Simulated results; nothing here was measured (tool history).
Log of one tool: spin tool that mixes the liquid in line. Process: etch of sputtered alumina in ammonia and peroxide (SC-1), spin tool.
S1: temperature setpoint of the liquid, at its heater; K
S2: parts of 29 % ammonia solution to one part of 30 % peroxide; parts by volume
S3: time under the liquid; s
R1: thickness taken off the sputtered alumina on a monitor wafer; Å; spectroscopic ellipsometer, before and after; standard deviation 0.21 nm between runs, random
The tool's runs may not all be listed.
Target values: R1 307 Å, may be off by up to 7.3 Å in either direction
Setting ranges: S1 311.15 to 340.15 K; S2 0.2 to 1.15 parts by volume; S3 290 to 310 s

run	hour	S1	S2	S3	R1
1	0	324.15	0.65	290	204.47
2	3.3	321.65	0.65	290	177.37
3	10.9	323.65	0.65	290	198.04
4	12.3	323.65	0.65	310	208.49
5	15.6	323.65	0.85	310	219.94
6	18.1	325.15	0.85	310	234.49
7	19.2	326.15	0.85	310	250.11
8	25.6	327.15	0.85	310	265.2
9	28.5	327.65	0.85	310	269.34
10	34.4	328.15	0.85	310	278.52
11	42.7	328.65	0.85	310	285.77
12	45	329.15	0.85	310	293.66

Exactly one of the 5 candidate moves below puts every result within its allowed miss. Which one?
A	47.3	330.65	0.65	290	?
B	47.3	329.65	1.05	290	?
C	47.3	330.15	0.8	300	?
D	47.3	329.65	1	295	?
E	47.3	332.65	0.45	290	?

move	R1
A	288.75
B	286.73
C	296.77
D	290.33
E	309.36
A: lands further from the targets than the last run did
B: lands further from the targets than the last run did
C: an improvement on the last run, though not all results are within tolerance
D: lands further from the targets than the last run did
E: meets every target
Move E is the one to make.
